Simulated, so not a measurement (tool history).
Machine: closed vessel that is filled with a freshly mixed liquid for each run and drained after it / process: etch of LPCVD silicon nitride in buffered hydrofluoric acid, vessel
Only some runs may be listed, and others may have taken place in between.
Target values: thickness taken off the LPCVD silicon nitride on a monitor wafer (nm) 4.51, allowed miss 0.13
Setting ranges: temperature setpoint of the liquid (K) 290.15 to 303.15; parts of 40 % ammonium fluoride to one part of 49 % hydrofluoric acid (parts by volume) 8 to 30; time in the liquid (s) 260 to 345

run	hour	temperature setpoint of the liquid (K)	parts of 40 % ammonium fluoride to one part of 49 % hydrofluoric acid (parts by volume)	time in the liquid (s)	thickness taken off the LPCVD silicon nitride on a monitor wafer (nm)
1	0	295.15	21.5	345	2.045
2	1.1	297.65	18.5	345	2.6562
3	1.9	300.15	18.5	345	2.9959
4	10.5	300.15	18.5	260	2.3085
5	18.2	300.15	24.5	260	1.8496
6	20	301.15	19	265	2.4043
7	27	301.65	15.5	285	3.2321
8	28.8	303.15	10.5	290	5.2376
9	33	302.15	10.5	290	5.0536
10	37.1	301.15	10.5	290	4.7393

Pick the move, out of 4, that brings all results within their allowed miss; only one does.
A	41.2	301.15	11.5	345	?
B	41.2	302.15	9	265	?
C	41.2	295.65	8	315	?
D	41.2	299.65	10	290	?

move	thickness taken off the LPCVD silicon nitride on a monitor wafer (nm)
A	5.1533
B	5.1127
C	4.8437
D	4.5767
A: further off than the last run
B: further off than the last run
C: further off than the last run
D: meets every target
D meets every target.

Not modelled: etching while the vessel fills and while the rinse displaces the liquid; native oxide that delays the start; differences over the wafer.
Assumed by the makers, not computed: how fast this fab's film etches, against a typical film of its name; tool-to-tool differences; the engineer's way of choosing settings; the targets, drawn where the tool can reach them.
